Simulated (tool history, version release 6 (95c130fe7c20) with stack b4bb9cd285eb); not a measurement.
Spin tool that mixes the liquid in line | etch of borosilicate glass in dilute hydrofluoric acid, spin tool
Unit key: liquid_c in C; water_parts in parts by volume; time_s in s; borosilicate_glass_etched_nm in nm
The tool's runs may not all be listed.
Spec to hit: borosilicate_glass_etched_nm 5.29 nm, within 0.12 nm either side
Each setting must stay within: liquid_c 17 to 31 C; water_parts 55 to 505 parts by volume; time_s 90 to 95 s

Run 1, hour 0: liquid_c 23 C, water_parts 280 parts by volume, time_s 90 s. Result: borosilicate_glass_etched_nm 9.2845 nm.
Run 2, hour 2.5: liquid_c 23 C, water_parts 230 parts by volume, time_s 90 s. Result: borosilicate_glass_etched_nm 11.899 nm.
Run 3, hour 10.4: liquid_c 23 C, water_parts 230 parts by volume, time_s 90 s. Result: borosilicate_glass_etched_nm 11.741 nm.
Run 4, hour 18.7: liquid_c 23 C, water_parts 165 parts by volume, time_s 90 s. Result: borosilicate_glass_etched_nm 17.297 nm.
Run 5, hour 26.9: liquid_c 23 C, water_parts 165 parts by volume, time_s 95 s. Result: borosilicate_glass_etched_nm 18.391 nm.
Run 6, hour 31.7: liquid_c 23 C, water_parts 220 parts by volume, time_s 95 s. Result: borosilicate_glass_etched_nm 12.993 nm.
Run 7, hour 33.3: liquid_c 22 C, water_parts 245 parts by volume, time_s 95 s. Result: borosilicate_glass_etched_nm 11.142 nm.
At hour 39.6: hydrofluoric acid flow meter replaced.
Run 8, hour 39.6: liquid_c 21 C, water_parts 265 parts by volume, time_s 95 s. Result: borosilicate_glass_etched_nm 8.5398 nm.
Run 9, hour 43.7: liquid_c 17 C, water_parts 295 parts by volume, time_s 95 s. Result: borosilicate_glass_etched_nm 6.4023 nm.
Run 10, hour 45: liquid_c 17 C, water_parts 300 parts by volume, time_s 95 s. Result: borosilicate_glass_etched_nm 6.3231 nm.
Run 11, hour 50.4: liquid_c 17 C, water_parts 305 parts by volume, time_s 95 s. Result: borosilicate_glass_etched_nm 6.227 nm.
Run 12, hour 53.2: liquid_c 17 C, water_parts 310 parts by volume, time_s 95 s. Result: borosilicate_glass_etched_nm 6.1467 nm.

Next run, 4 choices. One meets every target within its allowed miss, the rest don't. Which?
Run A, hour 56: liquid_c 17 C, water_parts 330 parts by volume, time_s 90 s. Result: borosilicate_glass_etched_nm ?.
Run B, hour 56: liquid_c 21.5 C, water_parts 355 parts by volume, time_s 95 s. Result: borosilicate_glass_etched_nm ?.
Run C, hour 56: liquid_c 17 C, water_parts 350 parts by volume, time_s 90 s. Result: borosilicate_glass_etched_nm ?.
Run D, hour 56: liquid_c 18 C, water_parts 280 parts by volume, time_s 95 s. Result: borosilicate_glass_etched_nm ?.

move  borosilicate_glass_etched_nm
   A                        5.3572
   B                        6.0527
   C                          4.97
   D                        7.2171
A: each result inside its tolerance
B: better than the last run, though not everything is in spec
C: takes the biggest miss from the last run beyond its target
D: its largest miss is bigger than the last run's
Answer: A
